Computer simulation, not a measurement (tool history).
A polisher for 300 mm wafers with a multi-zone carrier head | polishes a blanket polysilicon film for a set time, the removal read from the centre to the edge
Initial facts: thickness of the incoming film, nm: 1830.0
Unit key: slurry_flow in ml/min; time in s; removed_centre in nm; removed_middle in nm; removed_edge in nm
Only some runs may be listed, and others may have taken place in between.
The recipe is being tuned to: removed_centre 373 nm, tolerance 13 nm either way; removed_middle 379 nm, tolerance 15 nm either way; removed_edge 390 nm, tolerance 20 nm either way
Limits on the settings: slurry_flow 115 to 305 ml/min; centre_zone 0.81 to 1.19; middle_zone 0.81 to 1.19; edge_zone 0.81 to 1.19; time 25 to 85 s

run	day	slurry_flow	centre_zone	middle_zone	edge_zone	time	removed_centre	removed_middle	removed_edge
1	0	195	1	1	1	55	708.28	701.79	697.55
2	0.088	190	0.97	0.97	0.97	47	595.54	588.2	575.59
3	0.225	190	0.97	0.97	1.04	47	585.39	577.73	600.41
4	0.421	215	0.97	0.97	1.04	47	598.28	601.25	613.79
5	0.467	215	0.97	0.97	1.04	36	450.44	464.61	458.02
6	0.771	245	0.97	0.97	1.04	36	459.75	463.88	472.3
7	1.046	245	0.95	0.95	1.02	34	425.16	433.05	439.89
8	1.154	190	0.9	0.87	0.92	34	381.39	381.5	420.74

Which single option among these 4 for the next run brings every result within its allowed miss of target? Just one does.
A	1.262	220	0.87	0.87	0.83	33	?	?	?
B	1.262	180	0.86	0.82	0.95	32	?	?	?
C	1.262	115	0.91	0.81	0.98	36	?	?	?
D	1.262	205	0.97	0.88	0.93	33	?	?	?

move	removed_centre	removed_middle	removed_edge
A	371.96	383.02	396.01
B	345.01	343.69	397.29
C	371.63	350.3	425.25
D	410.71	382.73	411.6
A: every result within its allowed miss
B: the furthest-off result lands on target, but another misses its tolerance
C: moves away from the targets compared with the last run
D: moves away from the targets compared with the last run
A is the move that brings every result within its allowed miss.

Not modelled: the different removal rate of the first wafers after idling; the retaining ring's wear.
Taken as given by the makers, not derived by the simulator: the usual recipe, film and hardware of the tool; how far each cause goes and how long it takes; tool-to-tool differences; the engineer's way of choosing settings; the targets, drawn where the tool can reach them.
